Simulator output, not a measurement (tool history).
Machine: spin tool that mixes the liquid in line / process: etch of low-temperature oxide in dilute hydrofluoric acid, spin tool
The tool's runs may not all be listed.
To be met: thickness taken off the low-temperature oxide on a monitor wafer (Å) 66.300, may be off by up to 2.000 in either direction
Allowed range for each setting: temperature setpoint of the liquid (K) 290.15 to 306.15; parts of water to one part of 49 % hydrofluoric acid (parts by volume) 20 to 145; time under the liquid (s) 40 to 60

| run | hour | temperature setpoint of the liquid (K) | parts of water to one part of 49 % hydrofluoric acid (parts by volume) | time under the liquid (s) | thickness taken off the low-temperature oxide on a monitor wafer (Å) |
|---|---|---|---|---|---|
| 1 | 0.0 | 298.15 | 80 | 60 | 111.530 |
| 2 | 6.9 | 296.15 | 85 | 60 | 95.174 |
| 3 | 9.3 | 294.65 | 85 | 60 | 91.078 |
| 4 | 16.9 | 291.15 | 85 | 60 | 78.099 |
| 5 | 26.0 | 290.65 | 90 | 60 | 71.808 |
| 6 | 31.1 | 290.65 | 90 | 40 | 47.254 |
| 7 | 38.8 | 292.15 | 90 | 40 | 50.704 |
| 8 | 42.4 | 293.65 | 90 | 40 | 54.355 |
|  | 45.1 | thermometer replaced |
| 9 | 45.1 | 295.15 | 90 | 40 | 62.157 |
| 10 | 52.0 | 295.65 | 90 | 40 | 63.177 |

5 next moves are on the table. One of them brings every result within its allowed miss. Which?
| A | 58.9 | 295.65 | 100 | 50 | ? |
| B | 58.9 | 294.65 | 100 | 45 | ? |
| C | 58.9 | 293.15 | 105 | 55 | ? |
| D | 58.9 | 294.15 | 100 | 55 | ? |
| E | 58.9 | 295.15 | 100 | 50 | ? |

| move | thickness taken off the low-temperature oxide on a monitor wafer (Å) |
|---|---|
| A | 70.889 |
| B | 61.278 |
| C | 66.722 |
| D | 73.390 |
| E | 69.477 |
A: moves the result that the last run missed by most past its target, out the other side
B: further off than the last run
C: every result lands within tolerance
D: moves the result that the last run missed by most past its target, out the other side
E: moves the result that the last run missed by most past its target, out the other side
So the answer is move C, the one that meets all the targets.
